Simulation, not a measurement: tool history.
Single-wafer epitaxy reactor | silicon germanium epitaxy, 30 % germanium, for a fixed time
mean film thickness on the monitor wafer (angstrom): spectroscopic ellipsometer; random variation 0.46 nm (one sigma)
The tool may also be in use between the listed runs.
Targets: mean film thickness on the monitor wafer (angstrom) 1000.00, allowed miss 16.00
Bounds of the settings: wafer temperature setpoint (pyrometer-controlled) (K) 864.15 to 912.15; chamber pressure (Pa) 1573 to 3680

| run | hour | wafer temperature setpoint (pyrometer-controlled) (K) | chamber pressure (Pa) | mean film thickness on the monitor wafer (angstrom) |
|---|---|---|---|---|
| 1 | 0.0 | 888.15 | 2626 | 845.56 |
| 2 | 3.3 | 888.15 | 2360 | 834.24 |
| 3 | 5.8 | 890.15 | 2373 | 856.00 |
| 4 | 8.8 | 890.15 | 2640 | 879.98 |
| 5 | 16.6 | 890.15 | 2946 | 898.83 |
| 6 | 21.8 | 891.15 | 2946 | 914.09 |
| 7 | 24.8 | 892.15 | 2946 | 931.60 |
| 8 | 25.6 | 893.15 | 2946 | 948.94 |
| 9 | 26.2 | 894.15 | 2946 | 955.64 |
| 10 | 27.5 | 895.15 | 2946 | 969.79 |
| 11 | 30.9 | 895.15 | 2946 | 964.36 |

5 next moves are on the table. One of them brings every result within its allowed miss. Which?
| A | 34.3 | 887.15 | 3520 | ? |
| B | 34.3 | 894.15 | 3493 | ? |
| C | 34.3 | 889.15 | 3146 | ? |
| D | 34.3 | 891.15 | 3120 | ? |
| E | 34.3 | 890.15 | 3160 | ? |

| move | mean film thickness on the monitor wafer (angstrom) |
|---|---|
| A | 896.99 |
| B | 997.48 |
| C | 898.51 |
| D | 924.73 |
| E | 913.53 |
A: further off than the last run
B: meets every target
C: further off than the last run
D: further off than the last run
E: further off than the last run
Answer: B

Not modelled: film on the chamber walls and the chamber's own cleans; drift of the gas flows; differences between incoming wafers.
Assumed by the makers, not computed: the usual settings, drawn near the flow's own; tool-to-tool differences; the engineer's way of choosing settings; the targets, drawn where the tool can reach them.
